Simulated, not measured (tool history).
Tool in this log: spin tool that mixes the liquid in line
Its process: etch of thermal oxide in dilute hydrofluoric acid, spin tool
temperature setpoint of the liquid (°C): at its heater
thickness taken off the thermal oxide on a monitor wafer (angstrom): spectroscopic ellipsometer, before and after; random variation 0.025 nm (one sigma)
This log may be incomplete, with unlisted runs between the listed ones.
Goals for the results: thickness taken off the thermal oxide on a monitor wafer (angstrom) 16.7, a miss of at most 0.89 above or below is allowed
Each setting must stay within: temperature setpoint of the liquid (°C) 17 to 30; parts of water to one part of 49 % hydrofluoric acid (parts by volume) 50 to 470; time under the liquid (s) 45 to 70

run    day  temperature setpoint of the liquid (°C)  parts of water to one part of 49 % hydrofluoric acid (parts by volume)  time under the liquid (s)  thickness taken off the thermal oxide on a monitor wafer (angstrom)
  1      0                                       22                                                                     260                         70                                                               9.6765
  2  0.279                                     23.5                                                                     240                         70                                                               11.191
  3  0.479                                     23.5                                                                     315                         70                                                               8.1203
  4  0.771                                       25                                                                     280                         70                                                                9.814
  5  1.058                                       26                                                                     255                         70                                                                11.39
  6   1.15                                       26                                                                     335                         70                                                               8.0183
  7  1.508                                       30                                                                     230                         70                                                               15.155
  8  1.746                                       30                                                                     225                         70                                                               15.264

Exercise: of the 4 proposed moves below, exactly one satisfies all targets within the stated allowed misses. Which move is it?
  A  1.983                                     26.5                                                                     175                         70                                                                    ?
  B  1.983                                       30                                                                     215                         70                                                                    ?
  C  1.983                                       30                                                                     240                         70                                                                    ?
  D  1.983                                       30                                                                     175                         45                                                                    ?

move  thickness taken off the thermal oxide on a monitor wafer (angstrom)
   A                                                               18.266
   B                                                               16.046
   C                                                               13.954
   D                                                               13.315
A: carries the result that was furthest off beyond its target, to the other side
B: hits every target within its allowed miss
C: the biggest miss grows against the last run
D: the biggest miss grows against the last run
B meets every target.
